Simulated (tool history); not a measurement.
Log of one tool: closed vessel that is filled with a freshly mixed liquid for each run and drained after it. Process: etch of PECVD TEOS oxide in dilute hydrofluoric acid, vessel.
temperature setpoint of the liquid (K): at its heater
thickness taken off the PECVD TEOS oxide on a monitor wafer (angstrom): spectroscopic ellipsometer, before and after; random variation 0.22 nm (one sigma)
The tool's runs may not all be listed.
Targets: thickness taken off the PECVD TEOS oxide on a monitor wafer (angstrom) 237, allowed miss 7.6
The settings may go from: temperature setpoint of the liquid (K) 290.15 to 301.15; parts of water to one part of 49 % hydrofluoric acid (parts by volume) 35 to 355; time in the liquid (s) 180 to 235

run  hour  temperature setpoint of the liquid (K)  parts of water to one part of 49 % hydrofluoric acid (parts by volume)  time in the liquid (s)  thickness taken off the PECVD TEOS oxide on a monitor wafer (angstrom)
  1     0                                  293.15                                                                     195                     235                                                                  288.45
  2   6.1                                  290.65                                                                     195                     235                                                                  260.13
  3  13.1                                  293.15                                                                     195                     235                                                                  293.46
  4  15.4                                  295.65                                                                     195                     235                                                                  320.76
  5  19.5                                  294.65                                                                     200                     235                                                                  298.24
  6  25.3                                  293.65                                                                     200                     235                                                                   289.8
  7  30.4                                  293.15                                                                     205                     235                                                                  274.88
  8  35.2                                  292.65                                                                     205                     235                                                                  269.54

4 next moves are on the table. One of them brings every result within its allowed miss. Which?
  A    40                                  295.65                                                                     220                     235                                                                       ?
  B    40                                  290.65                                                                     170                     180                                                                       ?
  C    40                                  291.65                                                                     185                     235                                                                       ?
  D    40                                  290.65                                                                     170                     235                                                                       ?

move  thickness taken off the PECVD TEOS oxide on a monitor wafer (angstrom)
   A                                                                  277.54
   B                                                                  238.14
   C                                                                  293.09
   D                                                                  310.91
A: further off than the last run
B: meets every target
C: further off than the last run
D: further off than the last run
Answer: B
